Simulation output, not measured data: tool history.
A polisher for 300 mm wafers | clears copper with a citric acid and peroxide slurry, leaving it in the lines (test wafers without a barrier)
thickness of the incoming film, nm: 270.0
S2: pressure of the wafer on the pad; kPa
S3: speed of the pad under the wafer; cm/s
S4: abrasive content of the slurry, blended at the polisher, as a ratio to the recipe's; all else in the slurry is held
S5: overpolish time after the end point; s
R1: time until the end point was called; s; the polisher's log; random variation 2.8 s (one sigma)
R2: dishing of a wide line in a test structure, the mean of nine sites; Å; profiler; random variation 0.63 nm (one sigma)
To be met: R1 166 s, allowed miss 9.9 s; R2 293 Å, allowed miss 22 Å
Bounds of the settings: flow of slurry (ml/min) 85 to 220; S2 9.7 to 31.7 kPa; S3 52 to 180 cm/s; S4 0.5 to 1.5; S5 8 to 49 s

Run 1, hour 0: flow of slurry (ml/min) 140, S2 20.7 kPa, S3 116 cm/s, S4 1, S5 25 s. Result: R1 81.143 s, R2 499.56 Å.
Run 2, hour 6.1: flow of slurry (ml/min) 140, S2 20.7 kPa, S3 116 cm/s, S4 1, S5 21 s. Result: R1 78.591 s, R2 424.02 Å.
Run 3, hour 12.4: flow of slurry (ml/min) 140, S2 24.1 kPa, S3 116 cm/s, S4 1, S5 21 s. Result: R1 67.34 s, R2 496.78 Å.
Run 4, hour 14.1: flow of slurry (ml/min) 140, S2 24.1 kPa, S3 138 cm/s, S4 1, S5 21 s. Result: R1 58.462 s, R2 559.18 Å.
Run 5, hour 17: flow of slurry (ml/min) 135, S2 20.7 kPa, S3 128 cm/s, S4 1, S5 23 s. Result: R1 73.63 s, R2 498.63 Å.
Run 6, hour 21.4: flow of slurry (ml/min) 135, S2 23.4 kPa, S3 128 cm/s, S4 1, S5 23 s. Result: R1 66.237 s, R2 537.24 Å.
Run 7, hour 29.9: flow of slurry (ml/min) 130, S2 20.7 kPa, S3 120 cm/s, S4 1, S5 24 s. Result: R1 78.204 s, R2 467.72 Å.
Run 8, hour 37.2: flow of slurry (ml/min) 125, S2 17.9 kPa, S3 112 cm/s, S4 1, S5 26 s. Result: R1 98.163 s, R2 434.79 Å.
Run 9, hour 42.1: flow of slurry (ml/min) 120, S2 15.9 kPa, S3 110 cm/s, S4 1, S5 26 s. Result: R1 114.3 s, R2 370.34 Å.
Run 10, hour 49: flow of slurry (ml/min) 115, S2 14.5 kPa, S3 110 cm/s, S4 1, S5 27 s. Result: R1 123.03 s, R2 364.67 Å.
Run 11, hour 57.2: flow of slurry (ml/min) 110, S2 13.1 kPa, S3 110 cm/s, S4 1, S5 27 s. Result: R1 136.5 s, R2 325.87 Å.
Run 12, hour 59.6: flow of slurry (ml/min) 105, S2 12.4 kPa, S3 110 cm/s, S4 1, S5 27 s. Result: R1 144.5 s, R2 322.92 Å.
Run 13, hour 61: flow of slurry (ml/min) 105, S2 11.7 kPa, S3 110 cm/s, S4 1, S5 27 s. Result: R1 154.37 s, R2 296.6 Å.

Which of these 5 next moves meets every target?
Run A, hour 62.4: flow of slurry (ml/min) 85, S2 13.1 kPa, S3 114 cm/s, S4 1, S5 24 s. Result: R1 ?, R2 ?.
Run B, hour 62.4: flow of slurry (ml/min) 85, S2 13.1 kPa, S3 108 cm/s, S4 0.8, S5 24 s. Result: R1 ?, R2 ?.
Run C, hour 62.4: flow of slurry (ml/min) 90, S2 12.4 kPa, S3 116 cm/s, S4 1, S5 24 s. Result: R1 ?, R2 ?.
Run D, hour 62.4: flow of slurry (ml/min) 85, S2 9.7 kPa, S3 112 cm/s, S4 1.05, S5 36 s. Result: R1 ?, R2 ?.
Run E, hour 62.4: flow of slurry (ml/min) 105, S2 9.7 kPa, S3 128 cm/s, S4 0.9, S5 30 s. Result: R1 ?, R2 ?.

move      R1      R2
   A  136.43  296.15
   B  150.36  272.78
   C  140.19  288.36
   D  183.15  316.58
   E  162.41  300.91
A: further off than the last run
B: further off than the last run
C: further off than the last run
D: takes the result that was furthest off past its target
E: meets every target
Answer: E
